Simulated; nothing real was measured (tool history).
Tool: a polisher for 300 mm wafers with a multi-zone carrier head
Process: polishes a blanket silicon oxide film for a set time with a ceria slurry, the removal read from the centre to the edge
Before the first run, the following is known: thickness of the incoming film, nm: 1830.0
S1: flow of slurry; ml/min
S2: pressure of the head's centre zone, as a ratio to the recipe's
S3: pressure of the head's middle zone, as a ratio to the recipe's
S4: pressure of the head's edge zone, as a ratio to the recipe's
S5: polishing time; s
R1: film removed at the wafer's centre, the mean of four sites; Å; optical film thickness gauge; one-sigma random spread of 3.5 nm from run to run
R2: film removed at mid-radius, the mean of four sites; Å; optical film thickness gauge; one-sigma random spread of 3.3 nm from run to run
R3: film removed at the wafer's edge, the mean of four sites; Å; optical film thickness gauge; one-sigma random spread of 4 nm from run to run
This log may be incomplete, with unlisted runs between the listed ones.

run	day	S1	S2	S3	S4	S5	R1	R2	R3
1	0.000	160	1.00	1.00	1.00	60	3341.5	3318.3	3278.6
2	0.054	180	0.98	1.05	1.03	61	3379.0	3661.4	3498.0
3	0.379	195	0.97	1.07	1.03	61	3431.0	3726.4	3556.3
4	0.746	195	1.00	1.07	1.03	61	3505.8	3751.7	3502.2
5	0.917	195	1.00	1.07	1.06	61	3535.9	3785.5	3609.7
6	1.142	200	0.98	1.10	1.06	61	3548.0	3853.2	3593.5

What does the tool deliver on the next run?
7	1.475	205	0.95	1.13	1.06	61	?	?	?

R1: 3371.5 Å
R2: 3940.0 Å
R3: 3599.9 Å

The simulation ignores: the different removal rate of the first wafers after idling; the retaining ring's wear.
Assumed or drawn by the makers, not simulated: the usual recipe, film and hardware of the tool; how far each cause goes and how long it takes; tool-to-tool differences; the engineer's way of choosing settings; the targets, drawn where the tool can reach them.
